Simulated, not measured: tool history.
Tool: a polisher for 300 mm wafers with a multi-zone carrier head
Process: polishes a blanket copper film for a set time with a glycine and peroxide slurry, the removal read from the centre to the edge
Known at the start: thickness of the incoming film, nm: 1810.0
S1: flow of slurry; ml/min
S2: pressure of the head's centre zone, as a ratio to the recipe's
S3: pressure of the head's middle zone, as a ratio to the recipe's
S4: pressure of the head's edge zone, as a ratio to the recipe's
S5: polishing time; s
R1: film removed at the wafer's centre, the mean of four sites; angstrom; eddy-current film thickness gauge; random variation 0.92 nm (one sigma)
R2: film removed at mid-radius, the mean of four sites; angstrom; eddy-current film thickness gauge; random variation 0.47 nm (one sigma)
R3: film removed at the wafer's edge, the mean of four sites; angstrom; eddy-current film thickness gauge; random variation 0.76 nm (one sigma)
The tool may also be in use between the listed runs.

Run 1, hour 0: S1 315 ml/min, S2 1, S3 1, S4 1, S5 32 s. Result: R1 1027 angstrom, R2 1016.4 angstrom, R3 1030.5 angstrom.
Run 2, hour 8.8: S1 305 ml/min, S2 1.01, S3 0.96, S4 0.97, S5 31 s. Result: R1 974.48 angstrom, R2 943.43 angstrom, R3 963.1 angstrom.
Run 3, hour 11.4: S1 305 ml/min, S2 0.97, S3 0.96, S4 0.97, S5 31 s. Result: R1 936.44 angstrom, R2 956.15 angstrom, R3 963.72 angstrom.
Run 4, hour 15.4: S1 305 ml/min, S2 0.97, S3 1.03, S4 0.97, S5 31 s. Result: R1 931.19 angstrom, R2 1014.3 angstrom, R3 977.87 angstrom.
At hour 23.9: worn pad replaced by a new one.
Run 5, hour 23.9: S1 295 ml/min, S2 0.99, S3 0.98, S4 0.97, S5 30 s. Result: R1 1018.6 angstrom, R2 1011.9 angstrom, R3 1026.3 angstrom.
Run 6, hour 30.8: S1 295 ml/min, S2 1.07, S3 0.98, S4 0.97, S5 30 s. Result: R1 1079.2 angstrom, R2 1015.7 angstrom, R3 1023.1 angstrom.
Run 7, hour 32.6: S1 330 ml/min, S2 1.06, S3 0.94, S4 0.97, S5 30 s. Result: R1 1109.9 angstrom, R2 991.63 angstrom, R3 1055.9 angstrom.

The next listed run, before its measurement:
Run 8, hour 40.3: S1 315 ml/min, S2 1.06, S3 0.91, S4 0.96, S5 28 s. Result: R1 ?, R2 ?, R3 ?.

{"run 8": {"R1": 1044.2, "R2": 906.92, "R3": 952.43}}

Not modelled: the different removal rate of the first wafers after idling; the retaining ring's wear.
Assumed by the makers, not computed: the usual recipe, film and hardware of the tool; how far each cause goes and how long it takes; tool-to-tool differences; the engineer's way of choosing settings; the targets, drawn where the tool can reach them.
